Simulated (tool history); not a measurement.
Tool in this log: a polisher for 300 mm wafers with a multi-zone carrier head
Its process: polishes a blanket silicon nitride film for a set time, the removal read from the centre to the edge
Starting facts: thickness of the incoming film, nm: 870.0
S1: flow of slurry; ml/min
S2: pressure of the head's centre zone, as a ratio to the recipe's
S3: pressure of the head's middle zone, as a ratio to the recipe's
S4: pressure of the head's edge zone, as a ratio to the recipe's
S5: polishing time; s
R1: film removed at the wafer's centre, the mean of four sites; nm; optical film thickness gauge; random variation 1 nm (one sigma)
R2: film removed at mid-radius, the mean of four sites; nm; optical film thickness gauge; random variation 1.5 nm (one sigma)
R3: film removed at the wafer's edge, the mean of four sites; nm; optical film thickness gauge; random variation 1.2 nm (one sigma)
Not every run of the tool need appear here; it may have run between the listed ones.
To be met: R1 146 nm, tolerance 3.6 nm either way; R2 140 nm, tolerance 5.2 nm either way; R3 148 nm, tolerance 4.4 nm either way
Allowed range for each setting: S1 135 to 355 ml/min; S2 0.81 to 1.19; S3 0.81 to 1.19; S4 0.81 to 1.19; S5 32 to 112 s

Run 1, hour 0: S1 225 ml/min, S2 1, S3 1, S4 1, S5 72 s. Result: R1 160.43 nm, R2 166.06 nm, R3 150.07 nm.
Run 2, hour 8.8: S1 210 ml/min, S2 0.99, S3 0.97, S4 1.01, S5 72 s. Result: R1 156.2 nm, R2 155.56 nm, R3 153.07 nm.
Run 3, hour 13.6: S1 210 ml/min, S2 0.99, S3 1.03, S4 1.01, S5 72 s. Result: R1 155.85 nm, R2 166.14 nm, R3 151.32 nm.
Run 4, hour 18.7: S1 195 ml/min, S2 0.99, S3 1.01, S4 1.01, S5 72 s. Result: R1 154.16 nm, R2 162.88 nm, R3 151.31 nm.
Run 5, hour 21.9: S1 190 ml/min, S2 0.99, S3 0.98, S4 1, S5 72 s. Result: R1 154.02 nm, R2 158.18 nm, R3 150.1 nm.
Run 6, hour 26.2: S1 185 ml/min, S2 0.99, S3 0.96, S4 1, S5 72 s. Result: R1 155.19 nm, R2 153.51 nm, R3 149.58 nm.
Run 7, hour 31.2: S1 150 ml/min, S2 0.94, S3 0.89, S4 1.03, S5 71 s. Result: R1 139.25 nm, R2 137.28 nm, R3 145.25 nm.
Run 8, hour 36.8: S1 160 ml/min, S2 0.95, S3 0.89, S4 1.03, S5 71 s. Result: R1 140.77 nm, R2 139.31 nm, R3 145.11 nm.
Run 9, hour 45: S1 165 ml/min, S2 0.95, S3 0.89, S4 1.03, S5 71 s. Result: R1 143.54 nm, R2 140.33 nm, R3 146.95 nm.

5 next moves are on the table. One of them brings every result within its allowed miss. Which?
Run A, hour 53.2: S1 135 ml/min, S2 0.96, S3 0.92, S4 1.09, S5 72 s. Result: R1 ?, R2 ?, R3 ?.
Run B, hour 53.2: S1 170 ml/min, S2 0.91, S3 0.92, S4 1.03, S5 70 s. Result: R1 ?, R2 ?, R3 ?.
Run C, hour 53.2: S1 135 ml/min, S2 1.04, S3 0.95, S4 1.12, S5 71 s. Result: R1 ?, R2 ?, R3 ?.
Run D, hour 53.2: S1 190 ml/min, S2 0.96, S3 0.82, S4 1.08, S5 69 s. Result: R1 ?, R2 ?, R3 ?.
Run E, hour 53.2: S1 170 ml/min, S2 1.02, S3 0.82, S4 1.03, S5 71 s. Result: R1 ?, R2 ?, R3 ?.

move      R1      R2      R3
   A  137.84  137.98   149.2
   B  135.69   141.5  146.51
   C  146.03   139.7  149.09
   D  143.42  129.45  150.27
   E  152.22  130.46   148.8
A: the biggest miss grows against the last run
B: the biggest miss grows against the last run
C: in spec on every target
D: corrects the largest miss of the last run, while another result sits out of spec
E: pushes the last run's worst result past its target
The move that meets every target is C.
